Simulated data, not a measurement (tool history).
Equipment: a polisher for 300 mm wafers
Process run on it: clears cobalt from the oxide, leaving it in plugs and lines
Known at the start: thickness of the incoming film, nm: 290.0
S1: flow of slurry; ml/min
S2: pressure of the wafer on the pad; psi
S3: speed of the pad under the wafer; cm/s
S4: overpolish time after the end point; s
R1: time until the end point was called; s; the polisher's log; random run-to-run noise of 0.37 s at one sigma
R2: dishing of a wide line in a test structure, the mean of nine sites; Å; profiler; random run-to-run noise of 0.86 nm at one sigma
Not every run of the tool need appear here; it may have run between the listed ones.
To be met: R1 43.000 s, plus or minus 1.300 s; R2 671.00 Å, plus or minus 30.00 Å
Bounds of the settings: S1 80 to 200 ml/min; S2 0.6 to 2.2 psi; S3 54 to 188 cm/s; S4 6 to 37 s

| run | day | S1 | S2 | S3 | S4 | R1 | R2 |
|---|---|---|---|---|---|---|---|
| 1 | 0.000 | 130 | 1.4 | 120 | 19 | 75.166 | 474.87 |
| 2 | 0.071 | 130 | 1.4 | 134 | 19 | 67.424 | 511.08 |
| 3 | 0.162 | 140 | 1.5 | 134 | 19 | 60.952 | 541.84 |
| 4 | 0.462 | 110 | 1.5 | 134 | 19 | 63.983 | 520.07 |
| 5 | 0.625 | 120 | 1.6 | 134 | 19 | 59.664 | 543.38 |
| 6 | 0.692 | 120 | 1.6 | 148 | 19 | 53.845 | 576.75 |
| 7 | 1.067 | 155 | 1.9 | 148 | 19 | 44.055 | 633.75 |
| 8 | 1.262 | 155 | 1.9 | 148 | 20 | 44.056 | 636.08 |
| 9 | 1.429 | 155 | 1.9 | 148 | 21 | 44.352 | 657.72 |

5 next moves are on the table. One of them brings every result within its allowed miss. Which?
| A | 1.596 | 195 | 1.8 | 154 | 22 | ? | ? |
| B | 1.596 | 160 | 2.1 | 128 | 24 | ? | ? |
| C | 1.596 | 160 | 1.6 | 178 | 18 | ? | ? |
| D | 1.596 | 130 | 2.1 | 154 | 31 | ? | ? |
| E | 1.596 | 140 | 1.8 | 150 | 24 | ? | ? |

| move | R1 | R2 |
|---|---|---|
| A | 43.543 | 667.36 |
| B | 46.311 | 673.68 |
| C | 43.381 | 615.87 |
| D | 39.980 | 751.26 |
| E | 46.878 | 670.70 |
A: hits every target within its allowed miss
B: the biggest miss grows against the last run
C: corrects the largest miss of the last run, while another result sits out of spec
D: the result that was furthest off in the last run now lies on the other side of its target
E: the biggest miss grows against the last run
Correct choice: A, which meets every target
